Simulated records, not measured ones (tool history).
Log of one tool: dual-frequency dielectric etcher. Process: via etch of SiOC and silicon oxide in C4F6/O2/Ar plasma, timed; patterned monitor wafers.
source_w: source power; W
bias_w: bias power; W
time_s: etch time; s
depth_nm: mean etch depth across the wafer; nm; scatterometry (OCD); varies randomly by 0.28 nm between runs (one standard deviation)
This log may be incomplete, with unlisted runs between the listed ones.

run,day,source_w,bias_w,time_s,depth_nm
1,0.000,300,151,38.5,35.848
2,0.271,320,154,38.5,37.191
3,0.429,340,156,38.5,37.316
4,0.662,340,156,35.0,34.480
5,0.762,340,146,35.0,33.525
6,0.954,350,159,35.5,35.543
7,1.304,360,170,36.0,36.834
8,1.429,360,179,36.5,37.779
9,1.542,370,186,37.0,39.465

What does the tool deliver on the next run?
10,1.738,380,189,37.0,?

Run 10 gave depth_nm 39.729 nm.
